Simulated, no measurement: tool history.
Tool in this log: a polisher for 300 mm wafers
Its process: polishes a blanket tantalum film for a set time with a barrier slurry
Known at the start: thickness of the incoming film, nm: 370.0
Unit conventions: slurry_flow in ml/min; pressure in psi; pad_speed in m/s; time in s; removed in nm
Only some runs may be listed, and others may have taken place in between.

run  hour  slurry_flow  pressure  pad_speed  slurry_solids  time  removed
  1     0          195       1.7        0.9              1    51   73.011
  2   0.8          195       1.7       1.12              1    51   88.801
  3   9.5          190       1.4       0.92           0.95    51   60.378
  4  11.2          185       1.2        0.8           0.95    51     45.5
  5  19.5          155       1.2        0.8           0.95    51   44.603
     21.6  -- head pressure recalibrated
  6  21.6          155       1.2        0.9           0.95    51   53.429

Run 7 is up next; what results do you expect?
  7    26          155       1.1        0.8           0.95    51        ?

{"run 7": {"removed": 44.353}}
